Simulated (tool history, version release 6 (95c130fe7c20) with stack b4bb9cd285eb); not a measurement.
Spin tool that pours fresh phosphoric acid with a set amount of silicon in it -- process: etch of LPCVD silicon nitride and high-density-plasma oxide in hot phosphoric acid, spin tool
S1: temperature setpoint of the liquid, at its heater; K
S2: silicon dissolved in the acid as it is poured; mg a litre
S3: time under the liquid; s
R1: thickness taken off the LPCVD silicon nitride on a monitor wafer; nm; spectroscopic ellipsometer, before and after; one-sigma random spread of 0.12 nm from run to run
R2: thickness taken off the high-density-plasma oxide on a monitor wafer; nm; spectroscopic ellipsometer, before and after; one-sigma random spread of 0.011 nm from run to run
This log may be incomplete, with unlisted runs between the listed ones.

| run | hour | S1 | S2 | S3 | R1 | R2 |
|---|---|---|---|---|---|---|
| 1 | 0 | 433.15 | 23.5 | 175 | 19.084 | 0.25275 |
| 2 | 8.3 | 433.15 | 28.5 | 175 | 18.781 | 0.17653 |
| 3 | 14.9 | 433.15 | 29 | 170 | 18.378 | 0.19357 |
| 4 | 16.2 | 432.65 | 30 | 165 | 17.573 | 0.15312 |
| 5 | 16.9 | 432.65 | 30 | 160 | 16.745 | 0.17644 |
| 6 | 22.1 | 432.65 | 19 | 160 | 16.915 | 0.26028 |
| 7 | 24.7 | 432.15 | 21 | 160 | 16.511 | 0.23972 |
| 8 | 29.3 | 432.15 | 23 | 160 | 16.594 | 0.20834 |

Run 9, settings as shown, results not yet in. Your forecast:
| 9 | 32.7 | 430.15 | 37 | 130 | ? | ? |

R1: 12.855 nm
R2: 0.07907 nm
